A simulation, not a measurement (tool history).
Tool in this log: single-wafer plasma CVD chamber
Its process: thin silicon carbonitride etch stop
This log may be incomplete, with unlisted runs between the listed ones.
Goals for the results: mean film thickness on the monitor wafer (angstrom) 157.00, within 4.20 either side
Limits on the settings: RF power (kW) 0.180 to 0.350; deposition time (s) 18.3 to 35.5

run,hour,RF power (kW),deposition time (s),mean film thickness on the monitor wafer (angstrom)
1,0.0,0.265,26.9,183.95
2,8.7,0.300,26.9,190.05
3,14.3,0.290,26.0,182.19
4,17.6,0.290,27.7,193.32
5,25.1,0.280,26.7,185.50
6,29.1,0.280,24.4,169.46
7,34.5,0.275,24.1,166.19
8,42.7,0.270,23.9,163.02
9,46.9,0.265,23.8,163.32
10,54.0,0.265,23.6,161.16

Of the 4 settings listed for the next run, only one would bring every result within its allowed miss of target. Which one?
A,61.1,0.290,24.5,?
B,61.1,0.265,23.0,?
C,61.1,0.285,23.8,?
D,61.1,0.215,25.8,?

move,mean film thickness on the monitor wafer (angstrom)
A,172.00
B,157.43
C,166.27
D,166.60
A: further off than the last run
B: all results in spec
C: further off than the last run
D: further off than the last run
Go with B: it meets all targets.

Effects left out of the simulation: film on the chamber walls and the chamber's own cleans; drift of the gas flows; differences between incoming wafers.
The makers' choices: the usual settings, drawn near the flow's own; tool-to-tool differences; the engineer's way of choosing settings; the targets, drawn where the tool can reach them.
